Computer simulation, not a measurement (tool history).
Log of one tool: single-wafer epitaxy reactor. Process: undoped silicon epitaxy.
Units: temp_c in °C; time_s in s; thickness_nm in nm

Run 1, day 0.000: temp_c 630 °C, time_s 552 s. Result: thickness_nm 64.780 nm.
Run 2, day 0.329: temp_c 625 °C, time_s 551 s. Result: thickness_nm 57.527 nm.
Run 3, day 0.412: temp_c 629 °C, time_s 551 s. Result: thickness_nm 63.136 nm.
Run 4, day 0.525: temp_c 638 °C, time_s 551 s. Result: thickness_nm 79.452 nm.
Run 5, day 0.600: temp_c 646 °C, time_s 551 s. Result: thickness_nm 98.249 nm.
Run 6, day 0.621: temp_c 651 °C, time_s 551 s. Result: thickness_nm 110.560 nm.

The next listed run, before its measurement:
Run 7, day 0.900: temp_c 651 °C, time_s 551 s. Result: thickness_nm ?.

Run 7 gave thickness_nm 110.660 nm.
